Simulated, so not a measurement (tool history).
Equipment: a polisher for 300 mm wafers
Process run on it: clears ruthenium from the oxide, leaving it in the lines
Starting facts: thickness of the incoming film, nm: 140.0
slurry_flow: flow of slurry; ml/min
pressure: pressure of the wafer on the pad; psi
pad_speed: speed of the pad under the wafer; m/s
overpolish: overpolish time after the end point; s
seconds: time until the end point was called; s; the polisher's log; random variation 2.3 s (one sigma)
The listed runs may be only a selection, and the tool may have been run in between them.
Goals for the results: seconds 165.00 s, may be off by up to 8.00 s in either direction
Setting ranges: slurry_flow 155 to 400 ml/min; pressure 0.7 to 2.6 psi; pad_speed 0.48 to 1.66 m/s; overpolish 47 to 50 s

run  hour  slurry_flow  pressure  pad_speed  overpolish  seconds
  1   0.0          255       1.6       1.06          47   128.65
  2   2.2          255       1.6       1.06          47   129.99
  3   9.0          255       1.4       1.04          47   150.23
  4  11.0          255       1.4       0.84          47   181.13
  5  17.1          255       1.4       0.74          47   208.02
  6  17.7          210       1.4       0.74          47   209.21
  7  18.9          210       1.6       0.74          47   193.53
  8  25.4          215       1.6       0.74          47   182.21
  9  26.9          215       1.7       0.74          47   176.00

Which one of the following 5 next-run settings gets every result inside its allowed miss? There is exactly one.
  A  28.4          245       1.9       0.72          50        ?
  B  28.4          240       1.9       0.62          47        ?
  C  28.4          170       2.1       0.58          50        ?
  D  28.4          230       1.5       0.78          50        ?
  E  28.4          210       2.3       0.50          47        ?

move  seconds
   A   160.09
   B   184.98
   C   186.57
   D   184.98
   E   192.50
A: hits every target within its allowed miss
B: further off than the last run
C: further off than the last run
D: further off than the last run
E: further off than the last run
Answer: A
